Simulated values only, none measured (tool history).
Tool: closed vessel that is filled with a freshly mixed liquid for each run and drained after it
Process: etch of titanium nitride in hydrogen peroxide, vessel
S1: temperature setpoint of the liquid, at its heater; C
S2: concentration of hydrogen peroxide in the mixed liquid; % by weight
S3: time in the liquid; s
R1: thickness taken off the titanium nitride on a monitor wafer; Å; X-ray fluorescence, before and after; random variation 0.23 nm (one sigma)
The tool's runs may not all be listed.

run 1 hour=0.0 | S1=51.0 S2=24.5 S3=600 | R1=567.06
run 2 hour=4.7 | S1=51.0 S2=24.5 S3=645 | R1=615.47
run 3 hour=6.4 | S1=51.0 S2=28.0 S3=645 | R1=632.08
run 4 hour=12.5 | S1=54.5 S2=28.0 S3=645 | R1=824.87
run 5 hour=21.6 | S1=54.5 S2=28.0 S3=600 | R1=750.43
run 6 hour=28.3 | S1=54.5 S2=28.0 S3=645 | R1=815.61
run 7 hour=37.0 | S1=49.5 S2=28.0 S3=645 | R1=563.47
run 8 hour=44.1 | S1=46.0 S2=28.0 S3=645 | R1=442.53

Forecast run 9:
run 9 hour=51.7 | S1=46.0 S2=28.0 S3=645 | R1=?

Run 9 gave R1 437.72 Å.

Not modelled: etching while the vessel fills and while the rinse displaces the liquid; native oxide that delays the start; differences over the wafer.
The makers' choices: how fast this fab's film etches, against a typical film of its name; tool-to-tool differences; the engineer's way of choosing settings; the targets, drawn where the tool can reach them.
